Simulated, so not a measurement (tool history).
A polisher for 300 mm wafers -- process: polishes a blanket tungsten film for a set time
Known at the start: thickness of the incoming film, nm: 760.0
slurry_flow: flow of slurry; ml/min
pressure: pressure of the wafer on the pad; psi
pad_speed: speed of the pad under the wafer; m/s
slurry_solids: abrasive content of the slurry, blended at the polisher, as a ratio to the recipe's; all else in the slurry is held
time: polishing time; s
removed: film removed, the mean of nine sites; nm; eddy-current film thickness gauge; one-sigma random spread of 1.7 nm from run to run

Run 1, hour 0: slurry_flow 210 ml/min, pressure 4.5 psi, pad_speed 1.38 m/s, slurry_solids 1, time 46 s. Result: removed 370.26 nm.
Run 2, hour 6.1: slurry_flow 205 ml/min, pressure 4.3 psi, pad_speed 1.38 m/s, slurry_solids 1, time 46 s. Result: removed 363.75 nm.
Run 3, hour 13.8: slurry_flow 185 ml/min, pressure 4.3 psi, pad_speed 1.38 m/s, slurry_solids 1, time 46 s. Result: removed 351.97 nm.
Run 4, hour 16.2: slurry_flow 185 ml/min, pressure 4.3 psi, pad_speed 1.7 m/s, slurry_solids 1, time 46 s. Result: removed 415.13 nm.
Run 5, hour 17.7: slurry_flow 185 ml/min, pressure 4.3 psi, pad_speed 1.7 m/s, slurry_solids 1.2, time 46 s. Result: removed 426.79 nm.
Run 6, hour 25.6: slurry_flow 180 ml/min, pressure 3.9 psi, pad_speed 1.7 m/s, slurry_solids 1.2, time 46 s. Result: removed 388.31 nm.
Run 7, hour 32.2: slurry_flow 175 ml/min, pressure 3.6 psi, pad_speed 1.7 m/s, slurry_solids 1.2, time 46 s. Result: removed 359.39 nm.
Run 8, hour 35: slurry_flow 170 ml/min, pressure 3.4 psi, pad_speed 1.7 m/s, slurry_solids 1.2, time 46 s. Result: removed 334.54 nm.
Run 9, hour 36.4: slurry_flow 165 ml/min, pressure 3.3 psi, pad_speed 1.7 m/s, slurry_solids 1.2, time 46 s. Result: removed 322.16 nm.
Run 10, hour 39.9: slurry_flow 160 ml/min, pressure 3.2 psi, pad_speed 1.7 m/s, slurry_solids 1.2, time 46 s. Result: removed 317.02 nm.
Run 11, hour 44: slurry_flow 155 ml/min, pressure 3.1 psi, pad_speed 1.7 m/s, slurry_solids 1.2, time 46 s. Result: removed 303.78 nm.
Run 12, hour 48.4: slurry_flow 150 ml/min, pressure 3 psi, pad_speed 1.7 m/s, slurry_solids 1.2, time 46 s. Result: removed 291.42 nm.

Predict the results of run 13:
Run 13, hour 53.4: slurry_flow 145 ml/min, pressure 3 psi, pad_speed 1.7 m/s, slurry_solids 1.2, time 46 s. Result: removed ?.

removed: 293.01 nm
